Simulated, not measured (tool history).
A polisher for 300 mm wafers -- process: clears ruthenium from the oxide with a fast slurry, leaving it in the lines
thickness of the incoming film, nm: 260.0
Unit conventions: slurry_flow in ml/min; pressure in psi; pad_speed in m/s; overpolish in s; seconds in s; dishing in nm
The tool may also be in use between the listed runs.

{"run": 1, "hour": 0.0, "slurry_flow": 265, "pressure": 3.2, "pad_speed": 1.1, "slurry_solids": 1, "overpolish": 16, "seconds": 50.448, "dishing": 64.198}
{"run": 2, "hour": 2.6, "slurry_flow": 265, "pressure": 3, "pad_speed": 1.1, "slurry_solids": 1, "overpolish": 18, "seconds": 53.083, "dishing": 68.901}
{"run": 3, "hour": 3.9, "slurry_flow": 265, "pressure": 2.9, "pad_speed": 1.1, "slurry_solids": 1, "overpolish": 19, "seconds": 54.811, "dishing": 70.8}
{"run": 4, "hour": 10.4, "slurry_flow": 265, "pressure": 2.8, "pad_speed": 1.1, "slurry_solids": 1, "overpolish": 20, "seconds": 56.994, "dishing": 71.585}
{"run": 5, "hour": 16.6, "slurry_flow": 265, "pressure": 2, "pad_speed": 1.1, "slurry_solids": 1, "overpolish": 20, "seconds": 71.024, "dishing": 59.12}
{"run": 6, "hour": 21.2, "slurry_flow": 265, "pressure": 2.1, "pad_speed": 1.1, "slurry_solids": 1, "overpolish": 21, "seconds": 68.682, "dishing": 65.706}
{"run": 7, "hour": 28.0, "slurry_flow": 265, "pressure": 2.2, "pad_speed": 1.1, "slurry_solids": 1, "overpolish": 21, "seconds": 68.353, "dishing": 67.763}

Run 8 has not been measured yet. What should we expect?
{"run": 8, "hour": 33.1, "slurry_flow": 265, "pressure": 2.3, "pad_speed": 1.1, "slurry_solids": 1, "overpolish": 21, "seconds": "?", "dishing": "?"}

Run 8 yielded seconds 63.88 s, dishing 66.601 nm.

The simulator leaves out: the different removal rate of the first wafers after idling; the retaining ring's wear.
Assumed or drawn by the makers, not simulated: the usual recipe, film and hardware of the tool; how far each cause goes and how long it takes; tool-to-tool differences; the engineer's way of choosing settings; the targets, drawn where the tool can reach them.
